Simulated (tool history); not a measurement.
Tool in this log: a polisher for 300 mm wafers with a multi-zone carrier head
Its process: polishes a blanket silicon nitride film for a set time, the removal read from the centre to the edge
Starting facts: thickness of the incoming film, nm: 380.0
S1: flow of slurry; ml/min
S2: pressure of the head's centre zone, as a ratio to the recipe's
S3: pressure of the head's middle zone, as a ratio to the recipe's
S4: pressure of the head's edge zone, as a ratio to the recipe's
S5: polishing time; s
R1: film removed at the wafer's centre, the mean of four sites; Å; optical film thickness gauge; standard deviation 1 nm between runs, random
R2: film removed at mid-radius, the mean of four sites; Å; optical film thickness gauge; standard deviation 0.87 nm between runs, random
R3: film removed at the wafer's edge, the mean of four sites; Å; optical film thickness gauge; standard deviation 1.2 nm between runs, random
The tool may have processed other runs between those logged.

run,hour,S1,S2,S3,S4,S5,R1,R2,R3
1,0.0,310,1.00,1.00,1.00,64,1239.2,1273.7,1291.8
2,4.5,310,1.00,1.05,1.00,64,1256.8,1301.6,1243.3
3,8.9,310,1.00,1.05,1.06,64,1257.4,1323.6,1296.5
4,13.5,310,1.00,1.05,1.06,76,1481.1,1555.8,1539.7
5,15.9,310,1.00,1.01,1.06,76,1476.9,1513.4,1528.5
6,24.1,255,1.00,1.01,1.06,76,1445.9,1485.8,1532.4

Expected results for the next run?
7,31.4,270,1.00,1.01,1.04,69,?,?,?

R1: 1302.0 Å
R2: 1351.4 Å
R3: 1357.0 Å

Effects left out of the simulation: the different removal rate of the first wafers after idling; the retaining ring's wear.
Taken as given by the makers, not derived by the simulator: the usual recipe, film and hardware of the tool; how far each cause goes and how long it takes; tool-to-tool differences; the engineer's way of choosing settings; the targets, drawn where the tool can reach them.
